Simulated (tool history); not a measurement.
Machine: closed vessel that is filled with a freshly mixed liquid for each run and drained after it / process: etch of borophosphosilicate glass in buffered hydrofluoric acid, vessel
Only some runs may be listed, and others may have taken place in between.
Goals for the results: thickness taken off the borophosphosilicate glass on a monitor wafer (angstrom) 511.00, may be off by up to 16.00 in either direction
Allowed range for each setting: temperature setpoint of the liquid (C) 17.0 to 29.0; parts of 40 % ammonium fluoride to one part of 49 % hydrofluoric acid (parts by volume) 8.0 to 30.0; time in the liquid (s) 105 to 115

run    day  temperature setpoint of the liquid (C)  parts of 40 % ammonium fluoride to one part of 49 % hydrofluoric acid (parts by volume)  time in the liquid (s)  thickness taken off the borophosphosilicate glass on a monitor wafer (angstrom)
  1  0.000                                    21.0                                                                                     22.5                     105                                                                           786.84
  2  0.342                                    19.5                                                                                     24.5                     105                                                                           675.01
  3  0.404                                    19.5                                                                                     28.5                     105                                                                           603.21
  4  0.754                                    19.5                                                                                     28.5                     115                                                                           661.96
  5  0.783                                    23.0                                                                                     28.5                     115                                                                           818.22
  6  1.096                                    23.0                                                                                     28.5                     115                                                                           821.42
  7  1.467                                    21.0                                                                                     29.0                     110                                                                           686.25
  8  1.596                                    21.0                                                                                     29.0                     110                                                                           691.98
  9  1.942                                    19.5                                                                                     29.5                     110                                                                           620.85
 10  2.096                                    18.5                                                                                     29.5                     110                                                                           597.93
 11  2.467                                    18.0                                                                                     29.5                     110                                                                           575.98

Exercise: of the 5 proposed moves below, exactly one satisfies all targets within the stated allowed misses. Which move is it?
  A  2.838                                    17.5                                                                                     22.5                     110                                                                                ?
  B  2.838                                    18.0                                                                                     27.5                     115                                                                                ?
  C  2.838                                    18.0                                                                                     30.0                     105                                                                                ?
  D  2.838                                    17.0                                                                                     29.5                     105                                                                                ?
  E  2.838                                    19.5                                                                                     26.0                     105                                                                                ?

move  thickness taken off the borophosphosilicate glass on a monitor wafer (angstrom)
   A                                                                           684.78
   B                                                                           640.50
   C                                                                           550.47
   D                                                                           526.29
   E                                                                           661.46
A: moves away from the targets compared with the last run
B: moves away from the targets compared with the last run
C: nearer the targets than the last run, but a result is still out of spec
D: in spec on every target
E: moves away from the targets compared with the last run
Answer: D

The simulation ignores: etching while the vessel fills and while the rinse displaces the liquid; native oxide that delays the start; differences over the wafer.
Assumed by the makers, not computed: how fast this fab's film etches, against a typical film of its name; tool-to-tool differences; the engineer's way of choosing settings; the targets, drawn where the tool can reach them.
